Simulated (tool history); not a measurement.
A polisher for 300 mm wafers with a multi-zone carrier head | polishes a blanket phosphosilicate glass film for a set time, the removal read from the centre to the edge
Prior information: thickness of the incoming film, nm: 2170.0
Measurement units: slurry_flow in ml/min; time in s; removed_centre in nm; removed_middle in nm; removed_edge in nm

run  hour  slurry_flow  centre_zone  middle_zone  edge_zone  slurry_solids  time  removed_centre  removed_middle  removed_edge
  1   0.0          145         1.00         1.00       1.00           1.00    77          472.28          483.10        488.57
  2   7.3          145         1.00         0.94       1.00           1.00    77          463.63          441.57        488.13
  3  10.3          145         1.00         0.95       0.98           0.95    77          456.04          434.20        449.87
  4  16.2          140         0.98         0.94       0.96           0.95    77          451.72          429.49        453.09
  5  19.4          140         0.97         0.94       0.95           0.90    77          425.30          408.27        438.22
  6  28.1          140         0.97         0.95       0.93           0.85    77          408.58          406.33        411.63
  7  36.3          135         0.97         0.95       0.91           0.85    77          413.78          402.69        415.44
  8  37.1          160         1.01         1.03       0.88           0.60    75          321.78          333.37        309.69
     44.2  -- slurry nozzle cleaned
  9  44.2          160         1.02         1.03       0.89           0.60    75          353.65          359.01        325.94
 10  48.8          160         1.02         1.03       0.90           0.60    75          354.85          365.21        320.49

Predict the results of run 11:
 11  49.7          160         1.02         1.02       0.91           0.60    75               ?               ?             ?

removed_centre: 358.46 nm
removed_middle: 349.41 nm
removed_edge: 319.37 nm

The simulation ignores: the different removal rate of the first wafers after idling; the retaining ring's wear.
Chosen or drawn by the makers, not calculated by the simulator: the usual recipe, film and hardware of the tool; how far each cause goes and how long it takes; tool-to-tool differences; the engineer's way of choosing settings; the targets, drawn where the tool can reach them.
